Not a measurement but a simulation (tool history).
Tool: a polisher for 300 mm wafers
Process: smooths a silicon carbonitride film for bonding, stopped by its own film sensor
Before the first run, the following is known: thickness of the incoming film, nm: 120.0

run	hour	flow of slurry (ml/min)	pressure of the wafer on the pad (kPa)	speed of the pad under the wafer (cm/s)	abrasive content of the slurry	target thickness at which the film sensor stops the polish (Å)	time until the film sensor stopped the polish (s)
1	0.0	175	9.0	92	1.0	1070	78.245
2	7.4	145	9.0	92	1.0	1070	81.802
3	14.4	145	8.3	88	1.0	1070	90.857
4	22.0	145	8.3	88	0.8	1070	102.600
5	26.5	145	7.6	86	0.8	1070	115.780
6	27.6	145	6.9	86	0.8	1070	126.340

Run 7 is up next; what results do you expect?
7	34.0	145	6.2	86	0.8	1070	?

Run 7 yielded time until the film sensor stopped the polish (s) 136.970.
